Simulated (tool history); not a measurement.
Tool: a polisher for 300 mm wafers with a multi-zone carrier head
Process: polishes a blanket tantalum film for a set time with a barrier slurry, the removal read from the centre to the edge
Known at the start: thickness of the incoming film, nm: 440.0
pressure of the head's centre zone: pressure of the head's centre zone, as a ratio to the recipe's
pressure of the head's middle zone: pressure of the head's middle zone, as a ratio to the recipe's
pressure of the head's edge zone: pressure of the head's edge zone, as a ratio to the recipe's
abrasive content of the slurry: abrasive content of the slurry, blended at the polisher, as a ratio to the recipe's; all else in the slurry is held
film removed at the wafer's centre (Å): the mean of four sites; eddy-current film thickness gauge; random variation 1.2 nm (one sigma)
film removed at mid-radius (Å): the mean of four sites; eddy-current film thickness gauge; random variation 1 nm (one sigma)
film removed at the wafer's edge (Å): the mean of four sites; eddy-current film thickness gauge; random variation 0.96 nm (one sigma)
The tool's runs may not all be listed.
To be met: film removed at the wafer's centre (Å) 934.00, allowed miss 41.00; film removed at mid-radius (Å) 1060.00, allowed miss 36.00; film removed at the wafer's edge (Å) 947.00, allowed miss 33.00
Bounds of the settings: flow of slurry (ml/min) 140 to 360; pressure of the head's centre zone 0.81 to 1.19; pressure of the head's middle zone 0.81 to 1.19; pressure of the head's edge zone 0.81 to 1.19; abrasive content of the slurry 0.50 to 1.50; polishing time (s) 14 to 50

| run | hour | flow of slurry (ml/min) | pressure of the head's centre zone | pressure of the head's middle zone | pressure of the head's edge zone | abrasive content of the slurry | polishing time (s) | film removed at the wafer's centre (Å) | film removed at mid-radius (Å) | film removed at the wafer's edge (Å) |
|---|---|---|---|---|---|---|---|---|---|---|
| 1 | 0.0 | 230 | 1.00 | 1.00 | 1.00 | 1.00 | 32 | 875.37 | 857.23 | 865.90 |
| 2 | 4.5 | 230 | 1.00 | 1.00 | 1.00 | 0.80 | 32 | 831.40 | 818.36 | 823.65 |
| 3 | 10.7 | 235 | 1.00 | 1.02 | 1.01 | 0.85 | 32 | 853.67 | 843.17 | 831.13 |
| 4 | 14.3 | 235 | 0.99 | 1.04 | 1.02 | 0.90 | 32 | 842.38 | 870.83 | 857.32 |
| 5 | 18.3 | 235 | 0.99 | 1.04 | 1.02 | 0.90 | 40 | 1059.10 | 1086.20 | 1062.20 |
| 6 | 24.6 | 235 | 0.94 | 1.04 | 1.02 | 0.90 | 40 | 1018.70 | 1093.70 | 1057.50 |
| 7 | 30.0 | 230 | 0.93 | 1.04 | 1.01 | 0.90 | 40 | 998.23 | 1058.80 | 1064.00 |
| 8 | 36.9 | 230 | 0.93 | 1.05 | 1.00 | 0.85 | 40 | 978.42 | 1081.60 | 1030.80 |
| 9 | 44.8 | 230 | 0.93 | 1.05 | 0.99 | 0.85 | 40 | 995.61 | 1060.00 | 1040.70 |
| 10 | 46.6 | 230 | 0.93 | 1.06 | 0.98 | 0.80 | 40 | 970.30 | 1073.30 | 1033.20 |
| 11 | 55.5 | 235 | 0.94 | 1.07 | 0.98 | 0.75 | 40 | 949.72 | 1061.00 | 998.18 |
| 12 | 61.9 | 235 | 0.94 | 1.07 | 0.97 | 0.75 | 40 | 950.73 | 1076.50 | 1014.50 |
| 13 | 65.9 | 235 | 0.95 | 1.07 | 0.97 | 0.75 | 40 | 971.03 | 1077.40 | 1001.60 |
| 14 | 74.4 | 235 | 0.95 | 1.07 | 0.96 | 0.75 | 40 | 976.75 | 1072.80 | 978.12 |

Which of these 4 next moves meets every target?
| A | 82.9 | 310 | 0.96 | 1.10 | 0.97 | 0.65 | 39 | ? | ? | ? |
| B | 82.9 | 300 | 1.04 | 1.19 | 0.81 | 0.80 | 37 | ? | ? | ? |
| C | 82.9 | 245 | 0.99 | 1.07 | 0.91 | 0.65 | 41 | ? | ? | ? |
| D | 82.9 | 270 | 0.94 | 1.17 | 0.93 | 0.70 | 39 | ? | ? | ? |

| move | film removed at the wafer's centre (Å) | film removed at mid-radius (Å) | film removed at the wafer's edge (Å) |
|---|---|---|---|
| A | 945.33 | 1061.20 | 939.39 |
| B | 1026.10 | 1136.40 | 870.09 |
| C | 995.15 | 1060.70 | 941.23 |
| D | 930.06 | 1125.90 | 929.90 |
A: meets every target
B: further off than the last run
C: further off than the last run
D: brings the result that was furthest off to its target, and leaves another outside
The right move is A.
